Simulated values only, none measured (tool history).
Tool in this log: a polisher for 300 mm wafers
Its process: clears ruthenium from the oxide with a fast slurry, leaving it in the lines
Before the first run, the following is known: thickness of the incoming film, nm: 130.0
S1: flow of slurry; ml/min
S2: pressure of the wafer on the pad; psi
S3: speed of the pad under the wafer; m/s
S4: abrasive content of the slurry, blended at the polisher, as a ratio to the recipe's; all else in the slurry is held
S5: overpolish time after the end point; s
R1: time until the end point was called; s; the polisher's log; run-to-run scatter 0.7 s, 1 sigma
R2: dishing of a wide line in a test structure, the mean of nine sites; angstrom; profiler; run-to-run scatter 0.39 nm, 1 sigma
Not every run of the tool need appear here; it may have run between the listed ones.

run	hour	S1	S2	S3	S4	S5	R1	R2
1	0.0	165	1.8	0.84	1.0	14	64.385	257.27
2	1.9	145	1.8	0.84	1.0	14	65.377	255.24
3	10.8	145	1.8	1.02	1.0	14	55.585	310.05
4	14.9	145	2.2	1.02	1.0	14	45.080	368.22
5	19.3	145	2.2	1.02	1.0	19	44.257	481.47
6	20.1	155	2.2	1.00	1.0	17	45.462	421.54

The next listed run, before its measurement:
7	24.5	160	2.2	0.98	1.0	16	?	?

R1: 44.501 s
R2: 397.70 angstrom
